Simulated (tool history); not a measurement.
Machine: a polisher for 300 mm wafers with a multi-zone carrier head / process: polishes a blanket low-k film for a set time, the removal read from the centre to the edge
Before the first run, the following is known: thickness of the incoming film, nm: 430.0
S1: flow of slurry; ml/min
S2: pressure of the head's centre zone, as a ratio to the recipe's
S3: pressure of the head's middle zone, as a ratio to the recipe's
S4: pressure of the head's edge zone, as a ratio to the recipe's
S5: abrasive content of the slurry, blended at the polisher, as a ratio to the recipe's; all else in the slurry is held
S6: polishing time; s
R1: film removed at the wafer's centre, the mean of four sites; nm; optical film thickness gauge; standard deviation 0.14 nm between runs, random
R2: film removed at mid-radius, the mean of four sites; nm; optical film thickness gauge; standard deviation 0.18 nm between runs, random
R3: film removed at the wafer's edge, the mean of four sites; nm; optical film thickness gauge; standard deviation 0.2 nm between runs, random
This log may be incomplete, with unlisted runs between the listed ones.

| run | day | S1 | S2 | S3 | S4 | S5 | S6 | R1 | R2 | R3 |
|---|---|---|---|---|---|---|---|---|---|---|
| 1 | 0.000 | 320 | 1.00 | 1.00 | 1.00 | 1.00 | 67 | 26.765 | 25.550 | 26.921 |
| 2 | 0.046 | 315 | 0.98 | 0.99 | 1.00 | 0.95 | 65 | 24.409 | 23.946 | 25.095 |
| 3 | 0.104 | 315 | 0.98 | 0.99 | 1.00 | 0.95 | 71 | 26.869 | 26.400 | 27.237 |
| 4 | 0.446 | 380 | 0.98 | 0.99 | 1.00 | 0.95 | 71 | 27.393 | 26.461 | 27.569 |
| 5 | 0.762 | 380 | 0.89 | 0.99 | 1.00 | 0.95 | 71 | 24.744 | 26.539 | 28.270 |
| 6 | 0.808 | 415 | 0.89 | 0.99 | 1.00 | 0.95 | 71 | 24.572 | 27.185 | 27.987 |
| 7 | 0.838 | 410 | 0.88 | 0.98 | 1.00 | 0.90 | 69 | 23.542 | 24.900 | 26.734 |
| 8 | 1.017 | 385 | 0.81 | 1.06 | 1.10 | 0.65 | 51 | 13.375 | 16.438 | 17.365 |

What does the tool deliver on the next run?
| 9 | 1.271 | 385 | 0.82 | 1.05 | 1.10 | 0.65 | 51 | ? | ? | ? |

R1: 13.432 nm
R2: 16.385 nm
R3: 17.136 nm
